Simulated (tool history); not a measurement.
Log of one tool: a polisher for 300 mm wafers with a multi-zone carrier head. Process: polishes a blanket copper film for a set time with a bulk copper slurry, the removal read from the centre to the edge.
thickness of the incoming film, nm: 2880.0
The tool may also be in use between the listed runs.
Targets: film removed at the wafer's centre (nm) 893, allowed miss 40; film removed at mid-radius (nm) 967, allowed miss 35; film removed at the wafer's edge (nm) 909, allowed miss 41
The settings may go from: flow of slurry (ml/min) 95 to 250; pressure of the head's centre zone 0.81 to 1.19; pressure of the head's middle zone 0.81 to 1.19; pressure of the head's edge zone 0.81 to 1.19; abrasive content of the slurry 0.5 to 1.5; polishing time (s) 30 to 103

run,hour,flow of slurry (ml/min),pressure of the head's centre zone,pressure of the head's middle zone,pressure of the head's edge zone,abrasive content of the slurry,polishing time (s),film removed at the wafer's centre (nm),film removed at mid-radius (nm),film removed at the wafer's edge (nm)
1,0,160,1,1,1,1,66,747.78,766.91,768.08
2,8.9,165,1.01,1.02,1.02,1.05,66,767.76,783.9,769.91
3,13.3,165,1.01,1.02,1.02,1.05,81,942.18,972.64,992
4,18.4,165,1.01,1.03,1.01,1.05,81,974.56,967.17,960.79
5,21.7,165,1.01,0.99,1.01,1.05,81,944.43,945.69,967.8
6,30.6,165,1.01,0.99,1.01,1.05,95,1102.9,1132.5,1106.8
7,33.9,160,1,0.97,0.99,1.05,95,1127.2,1095.8,1101.5
8,40.3,160,0.98,0.97,0.98,1,95,1052.5,1070.5,1076.6
9,47,155,0.97,0.97,0.95,1,95,1041.7,1049.9,1038.6
10,51,150,0.96,0.97,0.93,1,95,1022.3,1069.9,1052.8
11,55.8,150,0.96,0.97,0.91,0.95,95,1013.2,1041.8,1012.3
12,62.4,145,0.95,0.97,0.9,0.95,95,1005.7,1061,1034.1
13,67.9,150,0.94,0.97,0.89,0.9,95,976.2,1027.4,1015
14,69.2,145,0.94,0.97,0.88,0.9,94,969.57,1027.8,978.78
15,71.3,145,0.93,0.97,0.87,0.9,94,976.9,1033.8,991.05
16,79.1,120,0.91,0.98,0.83,0.7,92,856.89,926.71,875.43

Which of these 5 next moves meets every target?
A,86.9,150,0.81,0.91,0.98,0.7,92,?,?,?
B,86.9,125,0.93,0.98,0.83,0.6,98,?,?,?
C,86.9,150,0.94,1.03,0.81,0.55,87,?,?,?
D,86.9,115,1.03,0.9,0.83,0.75,92,?,?,?
E,86.9,100,0.87,0.91,0.87,0.6,96,?,?,?

move,film removed at the wafer's centre (nm),film removed at mid-radius (nm),film removed at the wafer's edge (nm)
A,783.27,925.75,973.33
B,906.65,993.85,915.51
C,821.3,925.75,803.14
D,973.84,898.28,892.78
E,802.63,888.72,897.98
A: further off than the last run
B: meets every target
C: further off than the last run
D: further off than the last run
E: further off than the last run
Move B is the one to make.
